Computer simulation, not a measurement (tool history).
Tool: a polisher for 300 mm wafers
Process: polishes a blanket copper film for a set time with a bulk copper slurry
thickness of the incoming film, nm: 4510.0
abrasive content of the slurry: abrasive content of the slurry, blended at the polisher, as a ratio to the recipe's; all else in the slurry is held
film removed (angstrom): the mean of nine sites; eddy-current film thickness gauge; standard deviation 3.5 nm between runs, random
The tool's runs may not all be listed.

run  hour  flow of slurry (ml/min)  pressure of the wafer on the pad (kPa)  speed of the pad under the wafer (m/s)  abrasive content of the slurry  polishing time (s)  film removed (angstrom)
  1     0                      240                                    16.5                                    1.18                               1                  55                   4481.4
  2   2.5                      240                                    16.5                                    1.18                             1.1                  55                   4610.1
  3   8.9                      240                                    16.5                                    1.18                             1.3                  55                   4811.3
  4  15.7                      240                                    15.2                                    1.18                             1.3                  55                   4448.8
  5  16.3                      240                                    15.2                                    1.18                             1.4                  55                   4588.4
  6  23.9                      240                                    15.2                                    1.18                             1.3                  55                   4445.8
  7  27.9                      240                                    15.2                                    1.18                             1.3                  55                   4521.2

Run 8 comes next. What will it give?
  8  28.6                      240                                    13.8                                    1.18                             1.3                  55                        ?

film removed (angstrom): 4063.9
